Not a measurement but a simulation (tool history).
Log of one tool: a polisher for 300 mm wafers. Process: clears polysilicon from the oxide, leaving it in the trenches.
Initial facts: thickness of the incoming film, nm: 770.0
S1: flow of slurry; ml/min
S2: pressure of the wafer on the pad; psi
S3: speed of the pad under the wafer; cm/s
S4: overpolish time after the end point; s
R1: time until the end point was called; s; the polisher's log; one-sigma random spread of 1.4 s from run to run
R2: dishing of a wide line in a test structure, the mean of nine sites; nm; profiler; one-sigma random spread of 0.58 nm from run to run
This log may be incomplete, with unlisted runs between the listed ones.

| run | day | S1 | S2 | S3 | S4 | R1 | R2 |
|---|---|---|---|---|---|---|---|
| 1 | 0.000 | 315 | 2.8 | 98 | 9 | 70.000 | 44.157 |
| 2 | 0.338 | 315 | 2.6 | 94 | 9 | 76.248 | 44.558 |
| 3 | 0.592 | 310 | 2.4 | 90 | 8 | 84.509 | 40.580 |
| 4 | 0.858 | 310 | 2.9 | 90 | 8 | 71.852 | 41.984 |
| 5 | 1.125 | 310 | 3.3 | 90 | 8 | 63.527 | 43.572 |
| 6 | 1.271 | 310 | 3.0 | 86 | 8 | 72.942 | 41.103 |
| 7 | 1.308 | 310 | 2.8 | 82 | 8 | 79.606 | 41.414 |
| 8 | 1.633 | 310 | 2.6 | 78 | 8 | 88.029 | 38.583 |
| 9 | 1.679 | 310 | 2.4 | 76 | 8 | 97.776 | 39.524 |
| 10 | 1.758 | 310 | 2.2 | 74 | 8 | 108.070 | 36.693 |
| 11 | 1.971 | 305 | 1.4 | 70 | 12 | 169.250 | 36.819 |

Forecast run 12:
| 12 | 2.238 | 305 | 1.4 | 70 | 10 | ? | ? |

For run 12 the tool returned R1 171.860 s, R2 31.967 nm.
